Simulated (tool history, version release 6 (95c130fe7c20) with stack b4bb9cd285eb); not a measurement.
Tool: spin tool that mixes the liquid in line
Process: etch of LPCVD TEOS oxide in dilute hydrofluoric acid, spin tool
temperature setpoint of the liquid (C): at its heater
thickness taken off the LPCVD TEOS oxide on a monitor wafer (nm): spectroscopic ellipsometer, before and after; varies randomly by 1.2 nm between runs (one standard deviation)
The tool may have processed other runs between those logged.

run  hour  temperature setpoint of the liquid (C)  parts of water to one part of 49 % hydrofluoric acid (parts by volume)  time under the liquid (s)  thickness taken off the LPCVD TEOS oxide on a monitor wafer (nm)
  1   0.0                                    20.0                                                                      60                        155                                                            48.843
  2   3.9                                    18.0                                                                      60                        155                                                            44.987
  3  11.9                                    18.0                                                                      60                        155                                                            45.369
  4  12.7                                    19.5                                                                      55                        155                                                            53.000
  5  20.3                                    19.5                                                                      65                        155                                                            44.443
  6  21.7                                    20.5                                                                      60                        155                                                            50.037
  7  27.9                                    21.5                                                                      55                        155                                                            56.844
  8  36.4                                    22.5                                                                      50                        155                                                            66.165
  9  44.1                                    23.5                                                                      45                        155                                                            77.785
 10  45.1                                    23.5                                                                      45                        155                                                            76.140
 11  50.6                                    24.0                                                                      40                        155                                                            90.024

What will run 12 give?
 12  53.7                                    24.5                                                                      40                        155                                                                 ?

Logged for run 12: thickness taken off the LPCVD TEOS oxide on a monitor wafer (nm) 91.465.
